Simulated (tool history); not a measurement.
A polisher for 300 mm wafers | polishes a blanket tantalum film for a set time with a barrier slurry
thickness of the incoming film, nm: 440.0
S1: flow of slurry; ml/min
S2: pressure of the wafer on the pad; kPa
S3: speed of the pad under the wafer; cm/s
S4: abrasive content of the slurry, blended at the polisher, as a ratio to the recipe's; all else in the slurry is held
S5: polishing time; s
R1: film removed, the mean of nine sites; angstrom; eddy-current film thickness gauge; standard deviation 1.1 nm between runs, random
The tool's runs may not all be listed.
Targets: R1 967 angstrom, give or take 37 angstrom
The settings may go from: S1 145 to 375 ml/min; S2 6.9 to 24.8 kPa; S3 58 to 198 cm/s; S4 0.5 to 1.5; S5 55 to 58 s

Run 1, hour 0: S1 240 ml/min, S2 15.9 kPa, S3 128 cm/s, S4 1, S5 55 s. Result: R1 1380.7 angstrom.
Run 2, hour 8.3: S1 240 ml/min, S2 15.9 kPa, S3 128 cm/s, S4 1, S5 58 s. Result: R1 1458.7 angstrom.
Run 3, hour 10.7: S1 240 ml/min, S2 15.9 kPa, S3 142 cm/s, S4 1, S5 58 s. Result: R1 1611.9 angstrom.
Run 4, hour 13.3: S1 240 ml/min, S2 13.8 kPa, S3 140 cm/s, S4 1, S5 58 s. Result: R1 1384.1 angstrom.
Run 5, hour 21.1: S1 240 ml/min, S2 13.8 kPa, S3 140 cm/s, S4 1.2, S5 58 s. Result: R1 1421.1 angstrom.
Run 6, hour 24.3: S1 240 ml/min, S2 13.8 kPa, S3 140 cm/s, S4 1.4, S5 58 s. Result: R1 1483 angstrom.
Run 7, hour 32: S1 240 ml/min, S2 11.7 kPa, S3 140 cm/s, S4 1.4, S5 58 s. Result: R1 1264.9 angstrom.
Run 8, hour 37: S1 240 ml/min, S2 10.3 kPa, S3 140 cm/s, S4 1.4, S5 58 s. Result: R1 1129.5 angstrom.
Run 9, hour 43.1: S1 240 ml/min, S2 9.7 kPa, S3 140 cm/s, S4 1.4, S5 58 s. Result: R1 1048.8 angstrom.

Which single option among these 5 for the next run brings every result within its allowed miss of target? Just one does.
Run A, hour 49.2: S1 190 ml/min, S2 7.6 kPa, S3 154 cm/s, S4 1.5, S5 57 s. Result: R1 ?.
Run B, hour 49.2: S1 250 ml/min, S2 9.7 kPa, S3 162 cm/s, S4 1.4, S5 58 s. Result: R1 ?.
Run C, hour 49.2: S1 260 ml/min, S2 8.3 kPa, S3 156 cm/s, S4 1.1, S5 58 s. Result: R1 ?.
Run D, hour 49.2: S1 235 ml/min, S2 10.3 kPa, S3 146 cm/s, S4 1.35, S5 58 s. Result: R1 ?.
Run E, hour 49.2: S1 290 ml/min, S2 12.4 kPa, S3 110 cm/s, S4 1.5, S5 55 s. Result: R1 ?.

move      R1
   A  886.99
   B  1216.9
   C  975.04
   D    1167
   E  1071.8
A: moves the result that the last run missed by most past its target, out the other side
B: misses by more than the last run did
C: all results in spec
D: misses by more than the last run did
E: misses by more than the last run did
C is the move that brings every result within its allowed miss.
